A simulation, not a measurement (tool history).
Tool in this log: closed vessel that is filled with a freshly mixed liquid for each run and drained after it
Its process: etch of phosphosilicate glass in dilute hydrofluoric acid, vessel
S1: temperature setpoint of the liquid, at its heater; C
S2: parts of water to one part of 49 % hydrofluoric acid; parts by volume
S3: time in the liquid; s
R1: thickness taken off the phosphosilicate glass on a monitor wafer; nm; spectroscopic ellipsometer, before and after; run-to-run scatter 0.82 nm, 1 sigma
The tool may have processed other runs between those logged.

run  hour    S1   S2  S3      R1
  1   0.0  23.0   85  95  96.581
  2   7.1  23.0  110  95  73.424
  3  12.3  23.0   90  95  91.087
  4  21.0  23.0  120  95  65.064
  5  27.1  24.0  120  95  68.614
  6  36.4  24.0  100  95  82.784
  7  42.3  24.5  100  95  84.616

For run 8, what comes out?
  8  44.7  25.0  100  95   ?

{"run 8": {"R1": 87.092}}
